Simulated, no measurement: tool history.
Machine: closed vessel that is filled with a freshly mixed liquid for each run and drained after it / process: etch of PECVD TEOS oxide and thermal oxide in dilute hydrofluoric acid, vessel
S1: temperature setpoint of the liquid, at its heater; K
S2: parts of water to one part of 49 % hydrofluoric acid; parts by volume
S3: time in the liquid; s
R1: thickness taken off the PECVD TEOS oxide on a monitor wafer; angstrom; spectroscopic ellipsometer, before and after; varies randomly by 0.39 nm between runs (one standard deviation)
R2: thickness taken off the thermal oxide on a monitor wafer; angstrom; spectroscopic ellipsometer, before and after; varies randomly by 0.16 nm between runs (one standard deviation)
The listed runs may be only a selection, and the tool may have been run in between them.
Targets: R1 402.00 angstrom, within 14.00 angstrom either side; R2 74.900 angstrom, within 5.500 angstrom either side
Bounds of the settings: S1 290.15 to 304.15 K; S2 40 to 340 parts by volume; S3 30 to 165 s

run 1 hour=0.0 | S1=296.15 S2=190 S3=85 | R1=113.51 R2=21.061
run 2 hour=8.9 | S1=296.15 S2=145 S3=85 | R1=155.33 R2=29.785
run 3 hour=15.6 | S1=299.65 S2=145 S3=85 | R1=175.20 R2=33.338
run 4 hour=18.7 | S1=299.65 S2=145 S3=70 | R1=143.16 R2=27.462
run 5 hour=22.1 | S1=299.65 S2=110 S3=70 | R1=203.11 R2=36.246
run 6 hour=23.0 | S1=299.65 S2=85 S3=70 | R1=272.13 R2=50.288
run 7 hour=29.7 | S1=303.65 S2=55 S3=70 | R1=507.53 R2=95.114
run 8 hour=31.7 | S1=303.15 S2=55 S3=70 | R1=492.96 R2=92.165
run 9 hour=36.5 | S1=302.65 S2=55 S3=70 | R1=491.90 R2=91.908
run 10 hour=44.4 | S1=302.15 S2=55 S3=70 | R1=474.30 R2=90.720
run 11 hour=46.9 | S1=301.65 S2=55 S3=70 | R1=466.81 R2=84.246
run 12 hour=53.8 | S1=301.15 S2=55 S3=70 | R1=460.57 R2=83.899
run 13 hour=57.6 | S1=300.65 S2=55 S3=70 | R1=446.69 R2=85.784

Which single option among these 4 for the next run brings every result within its allowed miss of target? Just one does.
run A hour=61.4 | S1=295.15 S2=55 S3=90 | R1=? R2=?
run B hour=61.4 | S1=291.65 S2=50 S3=90 | R1=? R2=?
run C hour=61.4 | S1=300.65 S2=40 S3=50 | R1=? R2=?
run D hour=61.4 | S1=303.15 S2=45 S3=45 | R1=? R2=?

move=A R1=468.98 R2=85.594
move=B R1=447.55 R2=81.683
move=C R1=458.10 R2=83.608
move=D R1=401.89 R2=73.350
A: moves away from the targets compared with the last run
B: no nearer and no further than the last run
C: moves away from the targets compared with the last run
D: in spec on every target
Move D is the one to make.
